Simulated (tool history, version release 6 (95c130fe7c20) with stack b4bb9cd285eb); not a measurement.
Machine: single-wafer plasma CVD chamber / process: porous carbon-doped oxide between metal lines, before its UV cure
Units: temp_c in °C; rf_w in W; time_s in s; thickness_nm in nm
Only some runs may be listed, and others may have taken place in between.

run,hour,temp_c,rf_w,time_s,thickness_nm
1,0.0,275,605,53.8,336.83
2,7.3,272,610,53.8,345.96
3,12.0,269,615,53.8,355.53
4,17.8,267,615,53.8,361.01
5,19.0,262,615,53.8,372.34
6,22.6,261,615,53.8,373.86
7,27.1,260,615,53.8,375.94

For run 8, what comes out?
8,33.6,259,615,53.8,?

thickness_nm: 381.48 nm

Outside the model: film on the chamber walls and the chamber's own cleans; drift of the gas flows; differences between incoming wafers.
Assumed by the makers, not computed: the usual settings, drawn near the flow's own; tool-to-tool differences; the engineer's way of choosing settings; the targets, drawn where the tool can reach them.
